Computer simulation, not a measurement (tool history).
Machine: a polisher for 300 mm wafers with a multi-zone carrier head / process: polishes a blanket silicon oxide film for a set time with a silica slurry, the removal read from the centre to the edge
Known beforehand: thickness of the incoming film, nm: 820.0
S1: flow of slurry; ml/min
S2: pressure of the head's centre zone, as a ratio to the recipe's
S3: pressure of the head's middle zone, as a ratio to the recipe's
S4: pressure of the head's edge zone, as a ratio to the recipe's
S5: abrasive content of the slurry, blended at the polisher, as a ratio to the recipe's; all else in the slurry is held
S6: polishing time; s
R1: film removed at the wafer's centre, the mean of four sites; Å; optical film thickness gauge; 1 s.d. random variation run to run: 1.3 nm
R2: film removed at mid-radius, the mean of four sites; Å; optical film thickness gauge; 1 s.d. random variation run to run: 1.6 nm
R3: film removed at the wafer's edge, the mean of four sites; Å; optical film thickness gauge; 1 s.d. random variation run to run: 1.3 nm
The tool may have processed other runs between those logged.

Run 1, hour 0.0: S1 285 ml/min, S2 1.00, S3 1.00, S4 1.00, S5 1.00, S6 38 s. Result: R1 876.40 Å, R2 866.75 Å, R3 861.44 Å.
Run 2, hour 3.2: S1 260 ml/min, S2 1.00, S3 1.00, S4 1.00, S5 1.00, S6 38 s. Result: R1 861.09 Å, R2 846.83 Å, R3 863.98 Å.
Run 3, hour 11.7: S1 260 ml/min, S2 1.00, S3 1.00, S4 1.00, S5 1.15, S6 38 s. Result: R1 941.37 Å, R2 903.50 Å, R3 930.07 Å.
Run 4, hour 19.6: S1 260 ml/min, S2 0.99, S3 1.01, S4 1.01, S5 1.20, S6 38 s. Result: R1 941.15 Å, R2 949.28 Å, R3 969.00 Å.
Run 5, hour 22.7: S1 295 ml/min, S2 0.99, S3 1.01, S4 1.01, S5 1.20, S6 38 s. Result: R1 937.76 Å, R2 973.93 Å, R3 961.54 Å.
Run 6, hour 25.7: S1 295 ml/min, S2 0.99, S3 1.01, S4 1.02, S5 1.25, S6 38 s. Result: R1 978.77 Å, R2 955.42 Å, R3 977.21 Å.
Run 7, hour 34.6: S1 290 ml/min, S2 0.98, S3 1.02, S4 1.03, S5 1.30, S6 38 s. Result: R1 975.37 Å, R2 1007.20 Å, R3 989.15 Å.
Run 8, hour 38.7: S1 285 ml/min, S2 0.97, S3 1.01, S4 1.03, S5 1.30, S6 38 s. Result: R1 972.69 Å, R2 991.66 Å, R3 998.98 Å.
Run 9, hour 45.6: S1 280 ml/min, S2 0.96, S3 1.01, S4 1.04, S5 1.35, S6 38 s. Result: R1 986.01 Å, R2 1009.40 Å, R3 1018.90 Å.
Run 10, hour 46.9: S1 275 ml/min, S2 0.95, S3 1.01, S4 1.05, S5 1.35, S6 38 s. Result: R1 958.43 Å, R2 999.10 Å, R3 1026.60 Å.

Run 11 has not been measured yet. What should we expect?
Run 11, hour 53.7: S1 270 ml/min, S2 0.95, S3 1.01, S4 1.06, S5 1.35, S6 38 s. Result: R1 ?, R2 ?, R3 ?.

Run 11 gave R1 979.73 Å, R2 998.11 Å, R3 1026.30 Å.
